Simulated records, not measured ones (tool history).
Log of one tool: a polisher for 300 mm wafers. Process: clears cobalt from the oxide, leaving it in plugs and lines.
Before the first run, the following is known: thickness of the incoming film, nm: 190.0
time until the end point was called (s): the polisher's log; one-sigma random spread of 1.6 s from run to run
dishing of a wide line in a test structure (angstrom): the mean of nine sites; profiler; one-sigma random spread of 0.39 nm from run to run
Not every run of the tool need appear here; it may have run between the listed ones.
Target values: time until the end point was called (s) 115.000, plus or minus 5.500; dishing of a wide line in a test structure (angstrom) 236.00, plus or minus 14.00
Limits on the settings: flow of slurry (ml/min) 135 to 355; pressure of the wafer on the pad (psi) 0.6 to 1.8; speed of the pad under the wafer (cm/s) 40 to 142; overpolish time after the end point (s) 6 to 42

run    day  flow of slurry (ml/min)  pressure of the wafer on the pad (psi)  speed of the pad under the wafer (cm/s)  overpolish time after the end point (s)  time until the end point was called (s)  dishing of a wide line in a test structure (angstrom)
  1  0.000                      225                                     1.2                                       90                                       21                                   74.235                                                 235.03
  2  0.158                      225                                     1.2                                       68                                       21                                   97.680                                                 209.44
  3  0.312                      225                                     1.2                                       68                                       25                                   98.724                                                 222.25
  4  0.425                      225                                     1.2                                       68                                       26                                  100.270                                                 223.91
  5  0.596                      180                                     1.2                                       68                                       26                                  101.910                                                 234.20
  6  0.742                      175                                     1.1                                       68                                       28                                  110.180                                                 229.92
  7  1.100                      175                                     1.1                                       68                                       30                                  107.830                                                 232.99
  8  1.175                      175                                     1.1                                       68                                       31                                  110.660                                                 234.08
  9  1.346                      175                                     1.1                                       68                                       32                                  108.620                                                 244.16

Below are 4 possible settings for the next run. Only one of them brings all results inside the allowed miss of their targets. Which is it?
  A  1.517                      170                                     1.2                                       66                                       31                                        ?                                                      ?
  B  1.517                      135                                     1.1                                       72                                       33                                        ?                                                      ?
  C  1.517                      165                                     1.1                                       76                                       32                                        ?                                                      ?
  D  1.517                      155                                     1.1                                       66                                       31                                        ?                                                      ?

move  time until the end point was called (s)  dishing of a wide line in a test structure (angstrom)
   A                                  103.570                                                 243.38
   B                                  105.880                                                 247.19
   C                                   99.306                                                 249.91
   D                                  113.440                                                 235.00
A: further off than the last run
B: further off than the last run
C: further off than the last run
D: hits every target within its allowed miss
The right move is D.
